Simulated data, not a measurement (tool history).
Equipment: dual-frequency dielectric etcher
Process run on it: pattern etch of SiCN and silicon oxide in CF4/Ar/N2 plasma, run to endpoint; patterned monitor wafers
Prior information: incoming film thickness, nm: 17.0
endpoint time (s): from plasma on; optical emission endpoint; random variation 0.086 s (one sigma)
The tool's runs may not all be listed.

{"run": 1, "day": 0.0, "source power (W)": 510, "bias power (W)": 79, "Ar flow (sccm)": 120, "CF4 flow (sccm)": 81, "endpoint time (s)": 18.573}
{"run": 2, "day": 0.283, "source power (W)": 490, "bias power (W)": 78, "Ar flow (sccm)": 120, "CF4 flow (sccm)": 81, "endpoint time (s)": 19.409}
{"run": 3, "day": 0.575, "source power (W)": 490, "bias power (W)": 78, "Ar flow (sccm)": 120, "CF4 flow (sccm)": 94, "endpoint time (s)": 18.82}
{"run": 4, "day": 0.696, "source power (W)": 490, "bias power (W)": 78, "Ar flow (sccm)": 134, "CF4 flow (sccm)": 94, "endpoint time (s)": 18.968}
{"run": 5, "day": 0.933, "source power (W)": 490, "bias power (W)": 83, "Ar flow (sccm)": 134, "CF4 flow (sccm)": 94, "endpoint time (s)": 18.664}
{"run": 6, "day": 1.179, "source power (W)": 470, "bias power (W)": 82, "Ar flow (sccm)": 134, "CF4 flow (sccm)": 94, "endpoint time (s)": 19.565}
{"run": 7, "day": 1.396, "source power (W)": 450, "bias power (W)": 82, "Ar flow (sccm)": 134, "CF4 flow (sccm)": 94, "endpoint time (s)": 20.326}
{"run": 8, "day": 1.638, "source power (W)": 450, "bias power (W)": 82, "Ar flow (sccm)": 134, "CF4 flow (sccm)": 94, "endpoint time (s)": 20.259}
{"run": 9, "day": 1.867, "source power (W)": 440, "bias power (W)": 82, "Ar flow (sccm)": 134, "CF4 flow (sccm)": 94, "endpoint time (s)": 20.602}
{"run": 10, "day": 2.188, "source power (W)": 430, "bias power (W)": 82, "Ar flow (sccm)": 134, "CF4 flow (sccm)": 94, "endpoint time (s)": 21.198}

Predict the results of run 11:
{"run": 11, "day": 2.354, "source power (W)": 420, "bias power (W)": 82, "Ar flow (sccm)": 134, "CF4 flow (sccm)": 94, "endpoint time (s)": "?"}

Run 11 came out at endpoint time (s) 21.734.
